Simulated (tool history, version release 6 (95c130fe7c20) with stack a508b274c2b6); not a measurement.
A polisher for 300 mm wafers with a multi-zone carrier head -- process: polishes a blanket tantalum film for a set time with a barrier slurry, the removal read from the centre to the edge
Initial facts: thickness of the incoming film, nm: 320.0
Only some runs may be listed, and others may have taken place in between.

run,day,flow of slurry (ml/min),pressure of the head's centre zone,pressure of the head's middle zone,pressure of the head's edge zone,abrasive content of the slurry,polishing time (s),film removed at the wafer's centre (Å),film removed at mid-radius (Å),film removed at the wafer's edge (Å)
1,0.000,265,1.00,1.00,1.00,1.00,63,1052.70,1043.50,1063.90
2,0.358,260,0.97,0.98,0.99,0.90,62,952.80,988.81,992.98
3,0.417,255,0.96,0.95,0.99,0.85,61,898.63,948.11,957.60
4,0.583,250,0.96,0.92,1.00,0.80,60,894.79,869.32,913.78
5,0.825,245,0.94,0.90,1.00,0.80,60,854.53,843.96,915.64
6,1.092,240,0.93,0.89,0.99,0.80,60,829.68,859.06,918.41
7,1.296,235,0.92,0.85,0.99,0.55,58,670.33,655.49,732.19

For run 8, what comes out?
8,1.596,240,0.92,0.87,1.02,0.55,58,?,?,?

{"run 8": {"film removed at the wafer's centre (Å)": 660.58, "film removed at mid-radius (Å)": 668.97, "film removed at the wafer's edge (Å)": 728.06}}

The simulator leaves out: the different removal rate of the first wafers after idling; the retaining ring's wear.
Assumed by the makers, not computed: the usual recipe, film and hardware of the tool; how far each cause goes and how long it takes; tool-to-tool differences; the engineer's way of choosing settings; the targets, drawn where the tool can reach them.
